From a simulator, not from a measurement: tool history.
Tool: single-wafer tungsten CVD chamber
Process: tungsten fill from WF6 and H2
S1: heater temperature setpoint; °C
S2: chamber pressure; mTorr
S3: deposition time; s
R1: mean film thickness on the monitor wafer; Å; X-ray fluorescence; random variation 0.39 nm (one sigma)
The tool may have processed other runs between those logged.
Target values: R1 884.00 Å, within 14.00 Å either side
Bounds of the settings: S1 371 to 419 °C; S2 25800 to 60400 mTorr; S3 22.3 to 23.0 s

run,hour,S1,S2,S3,R1
1,0.0,395,43100,22.3,693.82
2,1.6,397,43100,22.3,728.43
3,7.1,397,43100,22.3,727.43
4,10.7,387,43100,22.3,584.34
5,14.1,389,43200,22.3,612.89
6,18.3,389,38300,22.3,569.32
7,19.4,392,38300,22.3,604.35
8,24.6,394,38300,22.3,634.48
9,28.0,396,38300,22.3,664.66
10,33.4,398,38300,22.3,696.47
11,40.7,399,38300,22.3,709.41
12,43.3,400,38300,22.3,720.10

5 candidate next runs follow, results not yet known. Just one meets every target within its allowed miss. Identify it.
A,45.9,407,42200,23.0,?
B,45.9,407,44200,22.4,?
C,45.9,406,43500,23.0,?
D,45.9,400,54600,23.0,?
E,45.9,406,42100,23.0,?

move,R1
A,912.97
B,913.01
C,910.82
D,914.38
E,893.76
A: the result that was furthest off in the last run now lies on the other side of its target
B: the result that was furthest off in the last run now lies on the other side of its target
C: the result that was furthest off in the last run now lies on the other side of its target
D: the result that was furthest off in the last run now lies on the other side of its target
E: meets every target
So the answer is move E, the one that meets all the targets.
